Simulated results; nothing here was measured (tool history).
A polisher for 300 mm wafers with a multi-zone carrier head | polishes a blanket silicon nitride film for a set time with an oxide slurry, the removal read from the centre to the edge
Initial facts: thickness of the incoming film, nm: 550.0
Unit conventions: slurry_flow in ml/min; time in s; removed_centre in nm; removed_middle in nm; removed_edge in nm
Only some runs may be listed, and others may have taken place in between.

{"run": 1, "hour": 0.0, "slurry_flow": 205, "centre_zone": 1, "middle_zone": 1, "edge_zone": 1, "slurry_solids": 1, "time": 60, "removed_centre": 28.442, "removed_middle": 28.693, "removed_edge": 28.528}
{"run": 2, "hour": 2.6, "slurry_flow": 205, "centre_zone": 1, "middle_zone": 1, "edge_zone": 1, "slurry_solids": 1.15, "time": 60, "removed_centre": 29.976, "removed_middle": 30.273, "removed_edge": 30.697}
{"run": 3, "hour": 8.7, "slurry_flow": 200, "centre_zone": 1, "middle_zone": 0.97, "edge_zone": 0.98, "slurry_solids": 1.1, "time": 60, "removed_centre": 28.988, "removed_middle": 29.323, "removed_edge": 29.722}
{"run": 4, "hour": 17.0, "slurry_flow": 200, "centre_zone": 1.02, "middle_zone": 0.95, "edge_zone": 0.98, "slurry_solids": 1.05, "time": 60, "removed_centre": 29.208, "removed_middle": 28.565, "removed_edge": 28.579}
{"run": 5, "hour": 19.4, "slurry_flow": 200, "centre_zone": 1.09, "middle_zone": 0.95, "edge_zone": 0.98, "slurry_solids": 1.05, "time": 60, "removed_centre": 31.57, "removed_middle": 28.356, "removed_edge": 29.474}
{"run": 6, "hour": 24.0, "slurry_flow": 195, "centre_zone": 1.09, "middle_zone": 0.93, "edge_zone": 0.98, "slurry_solids": 1, "time": 60, "removed_centre": 31.21, "removed_middle": 27.637, "removed_edge": 28.253}
{"run": 7, "hour": 26.0, "slurry_flow": 190, "centre_zone": 1.08, "middle_zone": 0.91, "edge_zone": 1, "slurry_solids": 0.95, "time": 60, "removed_centre": 29.385, "removed_middle": 26.147, "removed_edge": 27.901}

For run 8, what comes out?
{"run": 8, "hour": 29.8, "slurry_flow": 185, "centre_zone": 1.08, "middle_zone": 0.89, "edge_zone": 0.99, "slurry_solids": 0.95, "time": 60, "removed_centre": "?", "removed_middle": "?", "removed_edge": "?"}

Run 8 came out at removed_centre 29.393 nm, removed_middle 25.238 nm, removed_edge 27.261 nm.
